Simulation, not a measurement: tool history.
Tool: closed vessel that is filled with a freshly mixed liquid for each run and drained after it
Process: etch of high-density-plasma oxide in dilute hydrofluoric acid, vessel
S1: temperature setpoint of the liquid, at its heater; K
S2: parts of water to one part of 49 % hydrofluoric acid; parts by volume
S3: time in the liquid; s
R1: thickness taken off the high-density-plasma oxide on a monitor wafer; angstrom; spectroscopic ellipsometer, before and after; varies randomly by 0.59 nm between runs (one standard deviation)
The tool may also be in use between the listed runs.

Run 1, hour 0.0: S1 298.15 K, S2 80 parts by volume, S3 645 s. Result: R1 820.92 angstrom.
Run 2, hour 4.4: S1 298.15 K, S2 80 parts by volume, S3 690 s. Result: R1 870.00 angstrom.
Run 3, hour 8.8: S1 296.15 K, S2 80 parts by volume, S3 690 s. Result: R1 829.57 angstrom.
Run 4, hour 16.8: S1 294.65 K, S2 80 parts by volume, S3 690 s. Result: R1 767.50 angstrom.
Run 5, hour 17.3: S1 294.65 K, S2 80 parts by volume, S3 690 s. Result: R1 773.62 angstrom.
Run 6, hour 23.9: S1 293.65 K, S2 80 parts by volume, S3 690 s. Result: R1 733.76 angstrom.
Run 7, hour 26.2: S1 293.15 K, S2 80 parts by volume, S3 690 s. Result: R1 721.00 angstrom.
Run 8, hour 26.8: S1 292.65 K, S2 80 parts by volume, S3 690 s. Result: R1 710.92 angstrom.

Estimate the outcome of run 9 from the log above:
Run 9, hour 28.0: S1 292.15 K, S2 80 parts by volume, S3 690 s. Result: R1 ?.

{"run 9": {"R1": 705.35}}
